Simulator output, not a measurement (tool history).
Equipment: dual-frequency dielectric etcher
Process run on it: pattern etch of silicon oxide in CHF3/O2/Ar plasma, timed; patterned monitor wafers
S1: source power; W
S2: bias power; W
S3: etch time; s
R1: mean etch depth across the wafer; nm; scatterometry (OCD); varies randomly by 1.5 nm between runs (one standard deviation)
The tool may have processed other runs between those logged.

{"run": 1, "hour": 0.0, "S1": 530, "S2": 214, "S3": 317.5, "R1": 698.86}
{"run": 2, "hour": 2.3, "S1": 580, "S2": 214, "S3": 317.5, "R1": 730.9}
{"run": 3, "hour": 8.8, "S1": 580, "S2": 179, "S3": 317.5, "R1": 694.57}
{"run": 4, "hour": 13.1, "S1": 580, "S2": 210, "S3": 317.5, "R1": 723.03}
{"run": 5, "hour": 18.1, "S1": 500, "S2": 210, "S3": 317.5, "R1": 675.6}
{"run": 6, "hour": 25.6, "S1": 470, "S2": 210, "S3": 317.5, "R1": 656.11}
{"run": 7, "hour": 33.9, "S1": 460, "S2": 209, "S3": 317.5, "R1": 653.61}
{"run": 8, "hour": 37.7, "S1": 450, "S2": 208, "S3": 317.5, "R1": 645.4}

Forecast run 9:
{"run": 9, "hour": 44.0, "S1": 440, "S2": 207, "S3": 317.5, "R1": "?"}

{"run 9": {"R1": 639.07}}

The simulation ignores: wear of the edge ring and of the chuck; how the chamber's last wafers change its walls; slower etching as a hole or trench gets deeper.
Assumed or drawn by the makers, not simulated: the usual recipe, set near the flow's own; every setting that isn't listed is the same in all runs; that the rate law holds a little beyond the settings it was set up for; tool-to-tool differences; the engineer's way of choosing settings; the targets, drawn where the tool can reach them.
